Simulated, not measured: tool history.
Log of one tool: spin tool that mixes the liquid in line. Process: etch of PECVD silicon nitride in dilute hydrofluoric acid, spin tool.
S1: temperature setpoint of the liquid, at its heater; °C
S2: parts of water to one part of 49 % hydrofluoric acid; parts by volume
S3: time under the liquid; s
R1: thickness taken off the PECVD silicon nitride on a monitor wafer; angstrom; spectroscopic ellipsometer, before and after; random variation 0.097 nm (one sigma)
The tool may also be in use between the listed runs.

| run | day | S1 | S2 | S3 | R1 |
|---|---|---|---|---|---|
| 1 | 0.000 | 24.0 | 130 | 300 | 41.768 |
| 2 | 0.175 | 26.0 | 130 | 300 | 47.454 |
| 3 | 0.433 | 27.0 | 125 | 300 | 52.077 |
| 4 | 0.671 | 28.5 | 125 | 300 | 56.793 |
| 5 | 0.979 | 28.5 | 125 | 320 | 61.125 |
| 6 | 1.079 | 29.0 | 125 | 320 | 61.532 |
| 7 | 1.446 | 29.5 | 125 | 320 | 65.470 |

Run 8 comes next. What will it give?
| 8 | 1.538 | 29.5 | 125 | 320 | ? |

Run 8 gave R1 64.844 angstrom.
